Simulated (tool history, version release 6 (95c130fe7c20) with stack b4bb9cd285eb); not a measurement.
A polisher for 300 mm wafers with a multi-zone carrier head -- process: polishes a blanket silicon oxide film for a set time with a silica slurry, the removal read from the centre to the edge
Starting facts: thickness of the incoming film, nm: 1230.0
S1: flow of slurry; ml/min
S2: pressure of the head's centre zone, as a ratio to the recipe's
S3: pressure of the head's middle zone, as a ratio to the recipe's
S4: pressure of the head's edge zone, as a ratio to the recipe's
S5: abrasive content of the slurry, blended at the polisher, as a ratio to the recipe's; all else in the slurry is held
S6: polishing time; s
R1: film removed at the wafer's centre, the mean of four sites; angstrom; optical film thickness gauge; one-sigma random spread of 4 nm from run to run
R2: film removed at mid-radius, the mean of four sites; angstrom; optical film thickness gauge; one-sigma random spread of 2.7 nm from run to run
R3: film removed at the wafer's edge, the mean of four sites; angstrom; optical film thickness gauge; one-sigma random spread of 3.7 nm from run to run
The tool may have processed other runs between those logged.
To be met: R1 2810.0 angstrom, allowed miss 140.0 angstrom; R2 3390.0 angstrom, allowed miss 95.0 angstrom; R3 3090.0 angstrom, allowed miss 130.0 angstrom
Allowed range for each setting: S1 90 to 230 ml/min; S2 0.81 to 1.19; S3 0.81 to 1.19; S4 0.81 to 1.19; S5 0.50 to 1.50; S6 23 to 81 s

run,hour,S1,S2,S3,S4,S5,S6,R1,R2,R3
1,0.0,150,1.00,1.00,1.00,1.00,52,2349.1,2281.0,2258.4
2,4.0,150,1.00,1.00,1.08,1.00,52,2329.8,2302.5,2365.9
3,6.9,150,1.00,1.00,1.08,1.00,42,1861.9,1848.7,1892.9
4,12.5,150,1.00,1.00,1.15,1.00,42,1814.6,1849.4,1962.1
5,19.3,150,1.00,1.00,1.15,0.90,42,1749.7,1745.1,1809.3
6,22.4,155,1.00,1.02,1.14,0.95,42,1861.1,1810.6,1907.0
7,30.6,150,0.99,1.04,1.11,1.00,44,2017.5,1989.4,1997.8
8,38.8,145,0.97,1.06,1.12,1.05,45,1960.0,2119.8,2075.6
9,40.5,150,0.97,1.07,1.12,1.10,46,2091.2,2221.3,2216.2
10,48.6,150,0.96,1.08,1.11,1.15,47,2167.5,2332.4,2356.2
11,53.9,150,0.95,1.09,1.09,1.20,48,2243.3,2445.4,2394.6
12,60.8,150,0.94,1.10,1.08,1.25,49,2301.1,2552.4,2471.7
13,62.4,150,0.93,1.11,1.08,1.30,50,2339.1,2673.9,2600.5
14,71.4,190,0.96,1.19,1.10,1.50,51,2720.8,3104.5,2953.5
15,73.3,190,0.95,1.19,1.09,1.50,51,2771.3,3112.3,2925.6

Which single option among these 5 for the next run brings every result within its allowed miss of target? Just one does.
A,75.2,215,0.90,1.19,1.10,1.50,54,?,?,?
B,75.2,170,0.83,1.16,1.15,1.50,60,?,?,?
C,75.2,185,0.83,1.19,1.12,1.50,60,?,?,?
D,75.2,170,0.99,1.17,1.03,1.35,60,?,?,?
E,75.2,155,0.87,1.01,1.19,1.50,59,?,?,?

move,R1,R2,R3
A,2828.4,3440.2,3120.2
B,2780.1,3635.6,3446.8
C,2824.9,3739.2,3438.7
D,3177.6,3492.3,3132.6
E,2810.8,3269.1,3407.5
A: every result lands within tolerance
B: takes the biggest miss from the last run beyond its target
C: takes the biggest miss from the last run beyond its target
D: takes the biggest miss from the last run beyond its target
E: an improvement on the last run, though not all results are within tolerance
Correct choice: A, which meets every target
